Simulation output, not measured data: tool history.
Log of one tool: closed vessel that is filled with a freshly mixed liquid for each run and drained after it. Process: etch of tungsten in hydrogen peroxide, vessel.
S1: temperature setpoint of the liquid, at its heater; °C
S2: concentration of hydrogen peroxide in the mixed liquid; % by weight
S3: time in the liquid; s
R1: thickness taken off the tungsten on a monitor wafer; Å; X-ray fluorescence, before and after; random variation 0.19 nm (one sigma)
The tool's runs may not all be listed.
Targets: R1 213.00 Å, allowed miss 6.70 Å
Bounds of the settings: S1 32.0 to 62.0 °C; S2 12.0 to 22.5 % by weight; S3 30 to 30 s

run	hour	S1	S2	S3	R1
1	0.0	46.0	15.5	30	547.84
2	7.6	46.0	12.5	30	490.76
3	13.4	53.0	12.5	30	744.41
4	19.2	53.0	12.5	30	758.78
5	19.8	48.0	12.5	30	557.04
6	23.3	48.0	14.0	30	594.08
7	28.9	46.0	14.0	30	519.47
# hour 30.0: peroxide flow meter replaced
8	30.0	44.5	14.0	30	455.91
9	35.9	43.5	14.0	30	428.82
10	43.0	42.5	14.0	30	401.82
11	50.9	41.5	14.0	30	386.98
12	57.5	40.5	14.0	30	361.55
13	65.6	39.5	14.0	30	334.21
14	72.7	39.0	14.0	30	317.84
15	76.6	38.5	14.0	30	317.05
16	84.6	38.0	14.0	30	303.57
17	90.9	32.0	14.0	30	201.06

Which of these 4 next moves meets every target?
A	97.2	32.0	12.5	30	?
B	97.2	33.0	13.5	30	?
C	97.2	33.5	14.5	30	?
D	97.2	32.0	12.0	30	?

move	R1
A	188.99
B	210.30
C	225.48
D	185.18
A: further off than the last run
B: meets every target
C: takes the result that was furthest off past its target
D: further off than the last run
Answer: B
